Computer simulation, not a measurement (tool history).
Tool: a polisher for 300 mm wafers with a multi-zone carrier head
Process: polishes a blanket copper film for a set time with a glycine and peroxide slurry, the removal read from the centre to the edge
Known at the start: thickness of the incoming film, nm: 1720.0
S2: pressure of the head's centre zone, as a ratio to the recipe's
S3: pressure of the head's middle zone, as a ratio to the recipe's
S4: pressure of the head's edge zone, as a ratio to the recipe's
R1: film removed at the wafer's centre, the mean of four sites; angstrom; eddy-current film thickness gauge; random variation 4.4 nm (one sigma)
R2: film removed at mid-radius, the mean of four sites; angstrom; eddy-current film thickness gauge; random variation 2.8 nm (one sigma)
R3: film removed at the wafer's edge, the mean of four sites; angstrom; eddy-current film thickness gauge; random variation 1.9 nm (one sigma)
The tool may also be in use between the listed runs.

Run 1, hour 0.0: flow of slurry (ml/min) 310, S2 1.00, S3 1.00, S4 1.00, polishing time (s) 55. Result: R1 2745.4 angstrom, R2 2531.8 angstrom, R3 2566.8 angstrom.
Run 2, hour 5.1: flow of slurry (ml/min) 310, S2 1.00, S3 0.92, S4 1.00, polishing time (s) 55. Result: R1 2649.3 angstrom, R2 2362.5 angstrom, R3 2550.2 angstrom.
Run 3, hour 10.7: flow of slurry (ml/min) 310, S2 0.96, S3 0.92, S4 1.00, polishing time (s) 55. Result: R1 2562.7 angstrom, R2 2412.8 angstrom, R3 2533.1 angstrom.
Run 4, hour 15.7: flow of slurry (ml/min) 240, S2 0.96, S3 0.92, S4 1.00, polishing time (s) 55. Result: R1 2503.1 angstrom, R2 2328.5 angstrom, R3 2482.6 angstrom.
Run 5, hour 23.0: flow of slurry (ml/min) 315, S2 0.96, S3 0.92, S4 1.00, polishing time (s) 55. Result: R1 2621.3 angstrom, R2 2384.6 angstrom, R3 2551.7 angstrom.
Run 6, hour 24.4: flow of slurry (ml/min) 350, S2 1.01, S3 1.00, S4 1.02, polishing time (s) 56. Result: R1 2747.7 angstrom, R2 2610.6 angstrom, R3 2651.3 angstrom.
Run 7, hour 32.1: flow of slurry (ml/min) 350, S2 1.01, S3 1.00, S4 1.02, polishing time (s) 56. Result: R1 2780.2 angstrom, R2 2638.7 angstrom, R3 2618.3 angstrom.
Run 8, hour 36.8: flow of slurry (ml/min) 350, S2 1.05, S3 1.02, S4 1.03, polishing time (s) 58. Result: R1 3064.0 angstrom, R2 2770.3 angstrom, R3 2745.2 angstrom.

Run 9 comes next. What will it give?
Run 9, hour 39.7: flow of slurry (ml/min) 350, S2 1.05, S3 1.02, S4 1.03, polishing time (s) 58. Result: R1 ?, R2 ?, R3 ?.

R1: 2976.3 angstrom
R2: 2788.1 angstrom
R3: 2716.2 angstrom
